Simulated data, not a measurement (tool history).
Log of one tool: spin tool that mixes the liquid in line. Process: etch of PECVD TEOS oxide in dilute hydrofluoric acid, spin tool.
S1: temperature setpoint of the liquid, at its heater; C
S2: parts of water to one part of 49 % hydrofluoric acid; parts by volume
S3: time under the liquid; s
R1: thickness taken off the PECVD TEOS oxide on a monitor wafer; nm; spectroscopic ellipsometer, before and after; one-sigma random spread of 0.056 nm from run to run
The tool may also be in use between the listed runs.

| run | hour | S1 | S2 | S3 | R1 |
|---|---|---|---|---|---|
| 1 | 0.0 | 25.0 | 80 | 20 | 2.5493 |
| 2 | 0.5 | 27.0 | 80 | 20 | 2.7785 |
| 3 | 6.8 | 28.5 | 80 | 20 | 2.9494 |
| 4 | 14.7 | 29.5 | 70 | 20 | 3.5746 |
| 5 | 22.7 | 30.0 | 65 | 20 | 3.9705 |
|  | 24.5 | thermometer replaced |
| 6 | 24.5 | 30.0 | 65 | 15 | 2.7936 |

For run 7, what comes out?
| 7 | 30.6 | 30.5 | 55 | 15 | ? |

{"run 7": {"R1": 3.4724}}
